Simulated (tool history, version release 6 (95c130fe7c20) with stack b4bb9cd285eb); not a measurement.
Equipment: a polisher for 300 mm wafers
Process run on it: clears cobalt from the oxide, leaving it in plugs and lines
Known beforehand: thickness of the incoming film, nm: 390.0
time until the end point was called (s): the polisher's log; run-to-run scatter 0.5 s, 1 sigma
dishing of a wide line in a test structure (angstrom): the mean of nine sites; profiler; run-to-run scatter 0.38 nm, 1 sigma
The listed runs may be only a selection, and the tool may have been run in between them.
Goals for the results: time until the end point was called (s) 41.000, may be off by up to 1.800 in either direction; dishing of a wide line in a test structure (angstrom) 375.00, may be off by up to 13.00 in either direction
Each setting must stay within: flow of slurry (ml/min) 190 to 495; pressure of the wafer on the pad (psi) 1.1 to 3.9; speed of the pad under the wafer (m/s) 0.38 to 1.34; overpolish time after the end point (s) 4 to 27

run,hour,flow of slurry (ml/min),pressure of the wafer on the pad (psi),speed of the pad under the wafer (m/s),overpolish time after the end point (s),time until the end point was called (s),dishing of a wide line in a test structure (angstrom)
1,0.0,320,2.5,0.86,14,81.053,409.82
2,5.3,320,2.5,0.70,14,97.269,379.70
3,7.5,360,2.5,0.70,14,97.097,380.59
4,8.1,360,2.5,0.56,14,122.510,335.07
5,14.6,380,3.0,0.68,11,83.991,351.38
6,16.3,340,3.0,0.68,11,84.062,357.99
7,19.8,350,3.3,0.78,9,68.159,355.30
8,21.7,350,3.5,0.86,8,58.430,369.68
9,24.8,350,3.6,0.92,7,52.314,353.24
10,32.9,350,3.7,0.96,7,48.860,371.60
11,40.7,350,3.8,1.00,7,47.156,384.46
12,44.2,350,3.8,1.04,6,43.790,366.46

Of the 4 settings listed for the next run, only one would bring every result within its allowed miss of target. Which one?
A,47.7,190,3.9,1.04,8,?,?
B,47.7,345,3.3,1.10,6,?,?
C,47.7,280,3.4,1.26,7,?,?
D,47.7,355,3.5,1.20,6,?,?

move,time until the end point was called (s),dishing of a wide line in a test structure (angstrom)
A,44.774,412.37
B,48.105,340.30
C,41.437,401.35
D,41.641,369.51
A: its largest miss is bigger than the last run's
B: its largest miss is bigger than the last run's
C: gets the furthest-off result to its target, but another result is out of tolerance
D: every result within its allowed miss
The move that meets every target is D.

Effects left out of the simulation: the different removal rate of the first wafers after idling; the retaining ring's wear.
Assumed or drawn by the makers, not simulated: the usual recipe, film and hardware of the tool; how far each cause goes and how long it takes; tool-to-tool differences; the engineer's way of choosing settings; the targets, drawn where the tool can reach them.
